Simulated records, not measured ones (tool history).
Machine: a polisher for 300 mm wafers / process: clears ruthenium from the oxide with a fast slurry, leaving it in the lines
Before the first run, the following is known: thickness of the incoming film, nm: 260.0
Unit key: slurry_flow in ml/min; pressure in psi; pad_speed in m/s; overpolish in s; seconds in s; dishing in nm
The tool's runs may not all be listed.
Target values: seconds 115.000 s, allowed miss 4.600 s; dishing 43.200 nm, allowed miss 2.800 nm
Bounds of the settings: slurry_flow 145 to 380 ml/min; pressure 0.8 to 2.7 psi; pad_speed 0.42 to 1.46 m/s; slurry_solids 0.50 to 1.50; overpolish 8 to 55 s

run 1 hour=0.0 | slurry_flow=245 pressure=1.7 pad_speed=0.94 slurry_solids=1.00 overpolish=28 | seconds=93.731 dishing=52.506
run 2 hour=3.0 | slurry_flow=245 pressure=1.7 pad_speed=0.94 slurry_solids=0.90 overpolish=28 | seconds=100.390 dishing=50.701
run 3 hour=5.5 | slurry_flow=245 pressure=2.1 pad_speed=0.94 slurry_solids=0.90 overpolish=28 | seconds=80.024 dishing=61.602
run 4 hour=10.9 | slurry_flow=245 pressure=2.1 pad_speed=0.94 slurry_solids=0.75 overpolish=28 | seconds=89.981 dishing=54.857
run 5 hour=13.6 | slurry_flow=245 pressure=2.0 pad_speed=0.94 slurry_solids=0.75 overpolish=28 | seconds=94.813 dishing=53.734
run 6 hour=16.4 | slurry_flow=245 pressure=2.3 pad_speed=0.94 slurry_solids=0.75 overpolish=28 | seconds=82.750 dishing=58.941
run 7 hour=24.3 | slurry_flow=245 pressure=2.1 pad_speed=0.94 slurry_solids=0.75 overpolish=28 | seconds=89.585 dishing=54.013
run 8 hour=28.6 | slurry_flow=245 pressure=2.0 pad_speed=0.94 slurry_solids=0.75 overpolish=28 | seconds=94.910 dishing=52.407
run 9 hour=36.7 | slurry_flow=245 pressure=2.0 pad_speed=0.94 slurry_solids=0.75 overpolish=28 | seconds=94.142 dishing=53.419
run 10 hour=43.1 | slurry_flow=245 pressure=1.9 pad_speed=0.94 slurry_solids=0.75 overpolish=27 | seconds=98.890 dishing=49.485

Pick the move, out of 4, that brings all results within their allowed miss; only one does.
run A hour=49.5 | slurry_flow=255 pressure=1.7 pad_speed=0.84 slurry_solids=0.85 overpolish=33 | seconds=? dishing=?
run B hour=49.5 | slurry_flow=265 pressure=1.4 pad_speed=1.10 slurry_solids=0.85 overpolish=24 | seconds=? dishing=?
run C hour=49.5 | slurry_flow=245 pressure=1.8 pad_speed=0.88 slurry_solids=0.85 overpolish=24 | seconds=? dishing=?
run D hour=49.5 | slurry_flow=305 pressure=1.9 pad_speed=0.90 slurry_solids=0.60 overpolish=27 | seconds=? dishing=?

move=A seconds=110.070 dishing=52.365
move=B seconds=100.780 dishing=42.734
move=C seconds=100.170 dishing=42.964
move=D seconds=113.960 dishing=42.538
A: gains on the last run, yet a result remains outside its allowed miss
B: gains on the last run, yet a result remains outside its allowed miss
C: gains on the last run, yet a result remains outside its allowed miss
D: every result lands within tolerance
The move that meets every target is D.
